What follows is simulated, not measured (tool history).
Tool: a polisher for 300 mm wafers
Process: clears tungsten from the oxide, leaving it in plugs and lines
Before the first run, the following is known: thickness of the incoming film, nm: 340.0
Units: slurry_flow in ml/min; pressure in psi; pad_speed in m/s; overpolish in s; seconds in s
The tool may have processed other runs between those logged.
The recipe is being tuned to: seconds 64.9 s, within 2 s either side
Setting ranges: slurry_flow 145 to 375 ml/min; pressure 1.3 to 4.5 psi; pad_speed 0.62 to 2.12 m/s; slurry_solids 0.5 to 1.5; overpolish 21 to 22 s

run  hour  slurry_flow  pressure  pad_speed  slurry_solids  overpolish  seconds
  1     0          240       2.9       1.36              1          21   79.367
  2   1.7          240       2.9       1.36           1.15          21   78.301
  3   3.8          280       2.9       1.36           1.15          21    75.58
  4  11.9          285         3       1.36           1.15          21   73.017
  5  20.4          285       2.7       1.36           1.15          21   81.647
  6  24.7          260       2.7       1.36           1.15          21   81.104
  7    31          260       2.8       1.36           1.15          21   79.152
  8  36.4          260       2.9       1.36           1.15          21   75.573

Exactly one of the 4 candidate moves below puts every result within its allowed miss. Which one?
  A  41.8          330       3.3       1.48           0.95          22        ?
  B  41.8          150       2.8       1.54           0.75          21        ?
  C  41.8          265       2.5       1.32            1.1          22        ?
  D  41.8          285       2.9        1.2            1.2          22        ?

move  seconds
   A   63.894
   B   86.944
   C   90.692
   D   82.901
A: in spec on every target
B: lands further from the targets than the last run did
C: lands further from the targets than the last run did
D: lands further from the targets than the last run did
A is the move that brings every result within its allowed miss.
